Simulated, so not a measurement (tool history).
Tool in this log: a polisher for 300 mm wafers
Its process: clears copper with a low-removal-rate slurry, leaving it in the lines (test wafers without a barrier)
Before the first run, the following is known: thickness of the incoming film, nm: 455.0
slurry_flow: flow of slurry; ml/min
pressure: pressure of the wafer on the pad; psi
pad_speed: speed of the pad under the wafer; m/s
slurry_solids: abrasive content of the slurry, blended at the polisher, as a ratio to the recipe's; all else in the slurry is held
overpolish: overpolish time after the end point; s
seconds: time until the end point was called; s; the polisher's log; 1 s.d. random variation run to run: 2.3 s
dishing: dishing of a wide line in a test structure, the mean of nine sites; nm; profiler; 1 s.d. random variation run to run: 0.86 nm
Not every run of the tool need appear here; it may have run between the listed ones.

{"run": 1, "hour": 0.0, "slurry_flow": 180, "pressure": 3.7, "pad_speed": 1.02, "slurry_solids": 1, "overpolish": 21, "seconds": 135.37, "dishing": 48.917}
{"run": 2, "hour": 7.1, "slurry_flow": 175, "pressure": 3.3, "pad_speed": 1.02, "slurry_solids": 1, "overpolish": 22, "seconds": 149.78, "dishing": 46.503}
{"run": 3, "hour": 8.5, "slurry_flow": 175, "pressure": 3.3, "pad_speed": 0.88, "slurry_solids": 1, "overpolish": 22, "seconds": 168.8, "dishing": 41.533}
{"run": 4, "hour": 16.7, "slurry_flow": 175, "pressure": 3.1, "pad_speed": 0.88, "slurry_solids": 1, "overpolish": 23, "seconds": 178.31, "dishing": 40.261}
{"run": 5, "hour": 21.8, "slurry_flow": 175, "pressure": 3, "pad_speed": 0.88, "slurry_solids": 1, "overpolish": 24, "seconds": 183.1, "dishing": 43.219}
{"run": 6, "hour": 23.2, "slurry_flow": 175, "pressure": 3, "pad_speed": 0.88, "slurry_solids": 1.2, "overpolish": 24, "seconds": 176.1, "dishing": 42.767}
{"run": 7, "hour": 29.2, "slurry_flow": 175, "pressure": 2.9, "pad_speed": 0.88, "slurry_solids": 1.2, "overpolish": 24, "seconds": 179.24, "dishing": 43.115}

Estimate the outcome of run 8 from the log above:
{"run": 8, "hour": 31.9, "slurry_flow": 175, "pressure": 2.8, "pad_speed": 0.88, "slurry_solids": 1.2, "overpolish": 24, "seconds": "?", "dishing": "?"}

Run 8 yielded seconds 186.57 s, dishing 44.302 nm.
